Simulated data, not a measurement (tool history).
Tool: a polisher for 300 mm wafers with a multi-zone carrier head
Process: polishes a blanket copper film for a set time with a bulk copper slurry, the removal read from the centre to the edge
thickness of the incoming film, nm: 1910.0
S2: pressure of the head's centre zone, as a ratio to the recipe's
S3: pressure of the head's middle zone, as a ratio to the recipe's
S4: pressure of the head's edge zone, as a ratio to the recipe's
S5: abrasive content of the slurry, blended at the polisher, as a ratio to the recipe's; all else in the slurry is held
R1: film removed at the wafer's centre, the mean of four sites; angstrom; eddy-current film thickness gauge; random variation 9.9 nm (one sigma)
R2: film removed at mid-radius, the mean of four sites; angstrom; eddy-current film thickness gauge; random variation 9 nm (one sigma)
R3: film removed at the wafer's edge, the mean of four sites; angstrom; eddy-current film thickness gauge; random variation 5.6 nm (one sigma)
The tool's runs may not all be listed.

run 1 hour=0 | flow_of_slurry_(ml/min)=270 S2=1 S3=1 S4=1 S5=1 polishing_time_(s)=79 | R1=5503.1 R2=5443.7 R3=5360.5
run 2 hour=5.9 | flow_of_slurry_(ml/min)=270 S2=1 S3=1 S4=1 S5=1 polishing_time_(s)=71 | R1=4900 R2=4777 R3=4815.5
run 3 hour=8.6 | flow_of_slurry_(ml/min)=280 S2=1.05 S3=1.01 S4=1.02 S5=1.15 polishing_time_(s)=74 | R1=5549.1 R2=5246.9 R3=5229.9
run 4 hour=16 | flow_of_slurry_(ml/min)=290 S2=1.09 S3=1.01 S4=1.02 S5=1.25 polishing_time_(s)=77 | R1=6145 R2=5383.9 R3=5520.3
run 5 hour=23.1 | flow_of_slurry_(ml/min)=295 S2=1.12 S3=1.03 S4=1.03 S5=1.3 polishing_time_(s)=80 | R1=6667.4 R2=6000 R3=5866.9
run 6 hour=31.4 | flow_of_slurry_(ml/min)=305 S2=1.14 S3=1.03 S4=1.03 S5=1.35 polishing_time_(s)=82 | R1=7091.4 R2=6229.4 R3=6116.1
run 7 hour=37.3 | flow_of_slurry_(ml/min)=315 S2=1.15 S3=1.03 S4=1.03 S5=1.4 polishing_time_(s)=83 | R1=7278.1 R2=6267.3 R3=6227.1
run 8 hour=42.3 | flow_of_slurry_(ml/min)=315 S2=1.16 S3=1.03 S4=1.03 S5=1.4 polishing_time_(s)=84 | R1=7346.8 R2=6248.5 R3=6203.3

The next listed run, before its measurement:
run 9 hour=46.2 | flow_of_slurry_(ml/min)=315 S2=1.17 S3=1.03 S4=1.03 S5=1.4 polishing_time_(s)=85 | R1=? R2=? R3=?

{"run 9": {"R1": 7610.2, "R2": 6525.1, "R3": 6358}}
